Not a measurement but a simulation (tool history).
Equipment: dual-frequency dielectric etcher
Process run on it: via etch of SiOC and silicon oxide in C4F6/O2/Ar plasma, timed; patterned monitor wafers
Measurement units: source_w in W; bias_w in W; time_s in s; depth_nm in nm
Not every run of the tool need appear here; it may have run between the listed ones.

run 1 hour=0 | source_w=460 bias_w=186 time_s=102 | depth_nm=116.22
run 2 hour=3 | source_w=440 bias_w=184 time_s=102 | depth_nm=114.11
run 3 hour=5.2 | source_w=380 bias_w=184 time_s=102 | depth_nm=111.08
run 4 hour=13.9 | source_w=380 bias_w=198 time_s=102 | depth_nm=112.9
run 5 hour=16.5 | source_w=380 bias_w=226 time_s=102 | depth_nm=116.07
run 6 hour=19.2 | source_w=350 bias_w=219 time_s=102 | depth_nm=112.89
run 7 hour=20.6 | source_w=330 bias_w=215 time_s=102 | depth_nm=110.12
run 8 hour=25.3 | source_w=320 bias_w=214 time_s=102 | depth_nm=110.08

Expected results for the next run?
run 9 hour=31.7 | source_w=310 bias_w=211 time_s=102 | depth_nm=?

depth_nm: 107.92 nm

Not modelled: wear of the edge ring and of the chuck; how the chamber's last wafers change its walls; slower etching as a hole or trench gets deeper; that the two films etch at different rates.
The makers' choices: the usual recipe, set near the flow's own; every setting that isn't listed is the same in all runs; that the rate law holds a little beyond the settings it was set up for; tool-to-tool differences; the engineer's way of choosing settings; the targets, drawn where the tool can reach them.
